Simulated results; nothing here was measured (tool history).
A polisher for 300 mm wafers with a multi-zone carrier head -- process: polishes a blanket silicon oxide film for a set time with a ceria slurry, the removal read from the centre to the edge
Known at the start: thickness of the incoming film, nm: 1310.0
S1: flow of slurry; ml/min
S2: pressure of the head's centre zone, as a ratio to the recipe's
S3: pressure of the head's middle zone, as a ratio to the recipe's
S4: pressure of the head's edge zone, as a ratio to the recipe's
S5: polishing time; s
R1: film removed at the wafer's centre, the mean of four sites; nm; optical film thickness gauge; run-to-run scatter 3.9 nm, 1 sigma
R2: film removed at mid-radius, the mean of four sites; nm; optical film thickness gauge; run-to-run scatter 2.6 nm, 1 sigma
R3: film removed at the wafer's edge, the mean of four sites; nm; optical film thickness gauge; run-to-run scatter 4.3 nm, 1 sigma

| run | hour | S1 | S2 | S3 | S4 | S5 | R1 | R2 | R3 |
|---|---|---|---|---|---|---|---|---|---|
| 1 | 0 | 230 | 1 | 1 | 1 | 70 | 257.1 | 280.82 | 272.79 |
| 2 | 1.5 | 240 | 1.03 | 0.99 | 1.01 | 72 | 271.96 | 281.07 | 274.53 |
| 3 | 5.3 | 240 | 1.05 | 0.98 | 1.03 | 75 | 291.01 | 288.82 | 298.08 |
| 4 | 10.2 | 240 | 1.05 | 0.93 | 1.03 | 75 | 289.18 | 275.83 | 290.02 |
| 5 | 11.2 | 245 | 1.07 | 0.94 | 1.04 | 76 | 300.07 | 288.54 | 299.97 |
| 6 | 14.2 | 225 | 1.07 | 0.94 | 1.04 | 76 | 291.06 | 285.07 | 296.78 |
| 7 | 22.1 | 240 | 1.09 | 0.95 | 1.05 | 77 | 309.59 | 289.02 | 306.52 |
| 8 | 27.9 | 250 | 1.1 | 0.96 | 1.06 | 77 | 316.12 | 291.09 | 312.49 |

What will run 9 give?
| 9 | 32.8 | 315 | 1.19 | 0.97 | 1.05 | 83 | ? | ? | ? |

Logged for run 9: R1 368.04 nm, R2 327.54 nm, R3 342.01 nm.

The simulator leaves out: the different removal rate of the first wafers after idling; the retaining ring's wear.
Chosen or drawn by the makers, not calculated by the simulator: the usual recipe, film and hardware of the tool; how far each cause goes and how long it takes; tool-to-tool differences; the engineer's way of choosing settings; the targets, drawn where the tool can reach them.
